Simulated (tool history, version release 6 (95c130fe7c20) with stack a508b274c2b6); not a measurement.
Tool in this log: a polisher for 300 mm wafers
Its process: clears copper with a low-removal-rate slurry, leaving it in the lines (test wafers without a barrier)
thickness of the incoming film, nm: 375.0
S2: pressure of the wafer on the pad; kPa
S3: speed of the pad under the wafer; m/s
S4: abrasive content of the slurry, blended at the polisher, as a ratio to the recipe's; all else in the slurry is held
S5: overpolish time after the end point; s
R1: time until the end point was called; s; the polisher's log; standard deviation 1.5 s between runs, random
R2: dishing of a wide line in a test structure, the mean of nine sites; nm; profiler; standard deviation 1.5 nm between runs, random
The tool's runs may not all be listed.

{"run": 1, "hour": 0.0, "flow of slurry (ml/min)": 160, "S2": 14.5, "S3": 1.4, "S4": 1, "S5": 24, "R1": 138, "R2": 48.898}
{"run": 2, "hour": 5.9, "flow of slurry (ml/min)": 160, "S2": 14.5, "S3": 1.4, "S4": 1, "S5": 29, "R1": 135.98, "R2": 57.299}
{"run": 3, "hour": 12.3, "flow of slurry (ml/min)": 160, "S2": 16.5, "S3": 1.42, "S4": 1, "S5": 26, "R1": 122.28, "R2": 57.549}
{"run": 4, "hour": 17.7, "flow of slurry (ml/min)": 160, "S2": 15.2, "S3": 1.42, "S4": 1, "S5": 26, "R1": 126.19, "R2": 57.641}
{"hour": 26.5, "done": "head pressure recalibrated"}
{"run": 5, "hour": 26.5, "flow of slurry (ml/min)": 160, "S2": 17.2, "S3": 1.44, "S4": 1, "S5": 23, "R1": 110.2, "R2": 57.072}
{"run": 6, "hour": 29.8, "flow of slurry (ml/min)": 160, "S2": 15.2, "S3": 1.44, "S4": 1, "S5": 23, "R1": 119.52, "R2": 54.864}

Expected results for the next run?
{"run": 7, "hour": 38.4, "flow of slurry (ml/min)": 165, "S2": 19.3, "S3": 1.58, "S4": 1, "S5": 19, "R1": "?", "R2": "?"}

Run 7 measured R1 92.684 s, R2 58.246 nm.
